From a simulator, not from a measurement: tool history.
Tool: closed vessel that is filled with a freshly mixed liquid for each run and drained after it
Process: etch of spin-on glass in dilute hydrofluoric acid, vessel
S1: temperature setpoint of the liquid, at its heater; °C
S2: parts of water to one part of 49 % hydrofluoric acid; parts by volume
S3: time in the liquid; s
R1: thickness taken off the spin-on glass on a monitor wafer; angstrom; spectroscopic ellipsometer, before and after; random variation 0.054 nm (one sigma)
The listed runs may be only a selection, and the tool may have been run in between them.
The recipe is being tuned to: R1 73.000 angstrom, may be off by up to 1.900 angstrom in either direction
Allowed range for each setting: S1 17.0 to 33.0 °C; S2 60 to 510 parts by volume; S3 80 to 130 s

run	hour	S1	S2	S3	R1
1	0.0	25.0	285	130	107.380
2	2.1	25.0	210	130	155.790
3	3.1	25.0	130	130	278.960
4	6.0	22.5	190	130	162.430
5	14.0	22.5	230	130	128.530
6	17.7	22.5	230	130	128.390
7	26.5	20.5	245	130	108.710
8	29.6	19.5	260	130	98.422
9	37.4	18.5	275	130	87.599
10	42.8	18.0	285	130	81.984
11	43.7	17.5	290	130	80.270
12	45.7	17.5	295	130	77.109

Which one of the following 4 next-run settings gets every result inside its allowed miss? There is exactly one.
A	47.7	18.0	295	130	?
B	47.7	17.5	280	130	?
C	47.7	17.5	285	130	?
D	47.7	19.0	325	130	?

move	R1
A	79.101
B	82.839
C	81.038
D	72.615
A: lands further from the targets than the last run did
B: lands further from the targets than the last run did
C: lands further from the targets than the last run did
D: in spec on every target
The right move is D.
